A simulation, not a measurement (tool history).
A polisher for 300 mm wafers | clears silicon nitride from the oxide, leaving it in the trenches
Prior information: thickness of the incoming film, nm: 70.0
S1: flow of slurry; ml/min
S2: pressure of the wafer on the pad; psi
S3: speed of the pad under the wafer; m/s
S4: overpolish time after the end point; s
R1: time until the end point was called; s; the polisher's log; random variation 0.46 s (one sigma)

run 1 hour=0 | S1=285 S2=2.9 S3=0.88 S4=4 | R1=91.367
run 2 hour=5.2 | S1=285 S2=3.1 S3=0.88 S4=4 | R1=84.592
run 3 hour=6.3 | S1=285 S2=3.3 S3=0.88 S4=4 | R1=79.388
run 4 hour=13.9 | S1=285 S2=3.3 S3=0.88 S4=4 | R1=80.143
run 5 hour=16.2 | S1=285 S2=3.3 S3=0.96 S4=4 | R1=73.917
run 6 hour=23.2 | S1=255 S2=3.3 S3=0.96 S4=4 | R1=74.877
run 7 hour=24.7 | S1=260 S2=3.4 S3=0.96 S4=4 | R1=72.917
run 8 hour=33.1 | S1=260 S2=3.4 S3=0.96 S4=4 | R1=72.956
-- hour=40.7 worn pad replaced by a new one
run 9 hour=40.7 | S1=270 S2=3.5 S3=0.96 S4=4 | R1=64.98

Expected results for the next run?
run 10 hour=45 | S1=285 S2=3.5 S3=0.96 S4=4 | R1=?

{"run 10": {"R1": 64.639}}
